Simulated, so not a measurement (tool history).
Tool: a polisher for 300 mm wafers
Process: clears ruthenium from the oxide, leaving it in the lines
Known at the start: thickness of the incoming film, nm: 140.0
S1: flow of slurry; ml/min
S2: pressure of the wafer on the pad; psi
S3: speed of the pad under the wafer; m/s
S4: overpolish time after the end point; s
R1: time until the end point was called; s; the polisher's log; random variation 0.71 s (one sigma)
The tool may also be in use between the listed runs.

run	day	S1	S2	S3	S4	R1
1	0.000	290	2.3	1.08	5	101.24
2	0.150	290	1.9	1.08	5	123.15
3	0.271	290	1.7	1.08	5	137.47
4	0.358	290	1.3	1.08	5	173.40
5	0.600	290	1.5	1.08	5	152.83
6	0.825	290	1.7	1.08	5	136.83
7	1.042	290	1.7	1.08	5	136.81
8	1.217	290	1.9	1.08	5	122.55
9	1.375	290	2.1	1.08	5	112.90
10	1.608	290	2.2	1.08	5	104.43

The next listed run, before its measurement:
11	1.762	290	2.3	1.08	5	?

Run 11 gave R1 100.90 s.

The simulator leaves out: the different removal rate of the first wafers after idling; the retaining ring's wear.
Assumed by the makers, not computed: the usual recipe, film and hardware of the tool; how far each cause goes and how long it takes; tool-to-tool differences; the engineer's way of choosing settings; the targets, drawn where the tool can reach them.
